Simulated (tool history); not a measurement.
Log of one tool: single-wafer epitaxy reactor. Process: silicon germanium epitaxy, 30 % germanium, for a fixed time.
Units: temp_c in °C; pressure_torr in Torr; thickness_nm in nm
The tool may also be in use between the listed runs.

| run | hour | temp_c | pressure_torr | thickness_nm |
|---|---|---|---|---|
| 1 | 0 | 590 | 27.4 | 56.769 |
| 2 | 2.8 | 596 | 27.4 | 64.141 |
| 3 | 3.7 | 604 | 27.4 | 76.118 |
| 4 | 11.9 | 604 | 24 | 73.248 |
| 5 | 13.5 | 600 | 23.9 | 67.236 |
| 6 | 16.9 | 600 | 22 | 64.819 |

The next listed run, before its measurement:
| 7 | 18.7 | 597 | 21.9 | ? |

{"run 7": {"thickness_nm": 61.212}}
